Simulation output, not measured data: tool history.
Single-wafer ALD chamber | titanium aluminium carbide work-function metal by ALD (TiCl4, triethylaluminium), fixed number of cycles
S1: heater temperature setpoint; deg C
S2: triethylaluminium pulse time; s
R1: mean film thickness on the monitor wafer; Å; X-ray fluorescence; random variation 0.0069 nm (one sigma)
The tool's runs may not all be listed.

run 1 day=0 | S1=315 S2=14.05 | R1=21.821
run 2 day=0.079 | S1=315 S2=12.44 | R1=21.785
run 3 day=0.379 | S1=315 S2=15.2 | R1=21.839
run 4 day=0.721 | S1=319 S2=15.35 | R1=22.267
run 5 day=1.004 | S1=321 S2=15.47 | R1=22.446
run 6 day=1.171 | S1=321 S2=11.96 | R1=22.247
run 7 day=1.338 | S1=323 S2=12.15 | R1=22.368

Run 8 comes next. What will it give?
run 8 day=1.471 | S1=325 S2=12.35 | R1=?

Run 8 gave R1 22.653 Å.

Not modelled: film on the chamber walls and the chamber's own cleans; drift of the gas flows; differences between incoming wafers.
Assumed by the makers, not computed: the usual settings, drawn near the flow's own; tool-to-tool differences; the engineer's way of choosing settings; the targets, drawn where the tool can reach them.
